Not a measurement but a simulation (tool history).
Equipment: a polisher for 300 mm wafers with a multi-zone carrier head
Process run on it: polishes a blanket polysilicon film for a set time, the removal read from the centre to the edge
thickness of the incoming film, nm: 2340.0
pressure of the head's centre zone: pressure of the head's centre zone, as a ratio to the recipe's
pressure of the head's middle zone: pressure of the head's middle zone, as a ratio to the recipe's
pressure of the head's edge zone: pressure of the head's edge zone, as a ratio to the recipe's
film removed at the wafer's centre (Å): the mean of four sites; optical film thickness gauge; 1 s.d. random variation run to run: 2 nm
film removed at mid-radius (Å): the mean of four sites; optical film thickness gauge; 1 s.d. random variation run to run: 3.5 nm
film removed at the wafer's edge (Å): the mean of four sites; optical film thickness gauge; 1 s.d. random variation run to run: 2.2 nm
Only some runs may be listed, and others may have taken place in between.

run	day	flow of slurry (ml/min)	pressure of the head's centre zone	pressure of the head's middle zone	pressure of the head's edge zone	polishing time (s)	film removed at the wafer's centre (Å)	film removed at mid-radius (Å)	film removed at the wafer's edge (Å)
1	0.000	235	1.00	1.00	1.00	57	4116.9	4071.9	4150.5
2	0.029	230	0.99	0.95	0.97	52	3725.5	3548.3	3700.5
3	0.254	220	0.98	0.91	0.95	49	3498.0	3133.3	3433.6
4	0.562	210	0.95	0.89	0.91	48	3251.5	3102.4	3312.7
5	0.879	210	0.95	0.98	0.91	48	3241.3	3304.3	3352.5
6	1.083	210	1.01	0.98	0.91	48	3411.2	3319.3	3330.2
7	1.358	200	1.00	0.93	0.90	46	3215.4	2942.0	3177.8

What does the tool deliver on the next run?
# day 1.425: worn pad replaced by a new one
8	1.425	195	1.00	0.91	0.88	45	?	?	?

{"run 8": {"film removed at the wafer's centre (Å)": 3505.4, "film removed at mid-radius (Å)": 3347.2, "film removed at the wafer's edge (Å)": 3369.3}}
